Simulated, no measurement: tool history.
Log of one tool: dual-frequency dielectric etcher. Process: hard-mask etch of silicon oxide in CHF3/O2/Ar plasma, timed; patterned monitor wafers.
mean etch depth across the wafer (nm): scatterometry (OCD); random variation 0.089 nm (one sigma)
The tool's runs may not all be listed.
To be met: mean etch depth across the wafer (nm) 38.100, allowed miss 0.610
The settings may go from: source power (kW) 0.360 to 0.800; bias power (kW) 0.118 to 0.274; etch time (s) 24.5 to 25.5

run    day  source power (kW)  bias power (kW)  etch time (s)  mean etch depth across the wafer (nm)
  1  0.000              0.580            0.196           24.5                                 48.035
  2  0.088              0.520            0.182           24.5                                 43.981
  3  0.375              0.480            0.181           24.5                                 41.973
  4  0.546              0.460            0.180           24.5                                 40.978
  5  0.775              0.440            0.179           24.5                                 39.946
  6  0.833              0.440            0.198           24.5                                 41.751
  7  0.912              0.420            0.196           24.5                                 40.448
  8  1.025              0.410            0.196           24.5                                 39.874
  9  1.233              0.360            0.188           24.5                                 36.296
 10  1.462              0.370            0.188           24.5                                 36.870

Which of these 4 next moves meets every target?
  A  1.692              0.390            0.179           24.5                                      ?
  B  1.692              0.470            0.151           25.5                                      ?
  C  1.692              0.370            0.209           25.0                                      ?
  D  1.692              0.370            0.203           24.5                                      ?

move  mean etch depth across the wafer (nm)
   A                                 37.223
   B                                 39.934
   C                                 39.443
   D                                 38.156
A: nearer than the last run, and not there yet
B: takes the result that was furthest off past its target
C: takes the result that was furthest off past its target
D: meets every target
Answer: D
